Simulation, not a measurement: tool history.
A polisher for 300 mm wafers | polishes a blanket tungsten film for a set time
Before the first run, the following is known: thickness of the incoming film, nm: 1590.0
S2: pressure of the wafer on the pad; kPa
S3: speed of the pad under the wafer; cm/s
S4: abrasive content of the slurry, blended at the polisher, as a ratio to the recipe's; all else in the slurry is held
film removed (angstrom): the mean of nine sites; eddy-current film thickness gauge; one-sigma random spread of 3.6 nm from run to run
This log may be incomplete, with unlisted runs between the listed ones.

run 1 hour=0 | flow_of_slurry_(ml/min)=275 S2=19.3 S3=96 S4=1 polishing_time_(s)=100 | film_removed_(angstrom)=3655.5
run 2 hour=7.6 | flow_of_slurry_(ml/min)=275 S2=19.3 S3=116 S4=1 polishing_time_(s)=100 | film_removed_(angstrom)=4167.1
run 3 hour=15.6 | flow_of_slurry_(ml/min)=275 S2=19.3 S3=116 S4=1.2 polishing_time_(s)=100 | film_removed_(angstrom)=4512.2
run 4 hour=17.2 | flow_of_slurry_(ml/min)=275 S2=18.6 S3=116 S4=1.2 polishing_time_(s)=100 | film_removed_(angstrom)=4376.4
run 5 hour=24.2 | flow_of_slurry_(ml/min)=275 S2=17.9 S3=116 S4=1.2 polishing_time_(s)=100 | film_removed_(angstrom)=4304.3
-- hour=26.6 head pressure recalibrated
run 6 hour=26.6 | flow_of_slurry_(ml/min)=275 S2=17.9 S3=130 S4=1.2 polishing_time_(s)=100 | film_removed_(angstrom)=4834.8
run 7 hour=30.1 | flow_of_slurry_(ml/min)=275 S2=12.4 S3=126 S4=1.2 polishing_time_(s)=100 | film_removed_(angstrom)=3743.6

Predict the results of run 8:
run 8 hour=34 | flow_of_slurry_(ml/min)=275 S2=11.7 S3=126 S4=1.2 polishing_time_(s)=100 | film_removed_(angstrom)=?

For run 8 the tool returned film removed (angstrom) 3616.6.

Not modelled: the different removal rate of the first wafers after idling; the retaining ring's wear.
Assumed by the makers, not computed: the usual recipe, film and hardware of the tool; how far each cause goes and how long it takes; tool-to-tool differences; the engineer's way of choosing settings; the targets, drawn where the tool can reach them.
